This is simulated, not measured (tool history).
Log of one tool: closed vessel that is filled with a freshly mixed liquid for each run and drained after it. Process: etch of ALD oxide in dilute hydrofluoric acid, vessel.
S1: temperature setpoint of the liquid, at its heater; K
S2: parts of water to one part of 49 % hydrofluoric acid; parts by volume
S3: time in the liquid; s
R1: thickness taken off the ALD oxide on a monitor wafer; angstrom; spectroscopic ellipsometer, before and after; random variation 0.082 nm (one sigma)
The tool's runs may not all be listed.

run,day,S1,S2,S3,R1
1,0,298.15,205,400,234.68
2,0.117,295.15,205,400,212.65
3,0.146,294.65,215,400,195.15
4,0.171,294.65,215,430,208.64
5,0.342,294.15,225,430,195.26
6,0.654,293.65,235,430,181.69
7,0.871,293.15,245,430,171.97
8,1.217,292.65,255,430,156.34
9,1.475,292.15,260,430,151.91

Forecast run 10:
10,1.621,292.15,265,430,?

Run 10 came out at R1 148.57 angstrom.
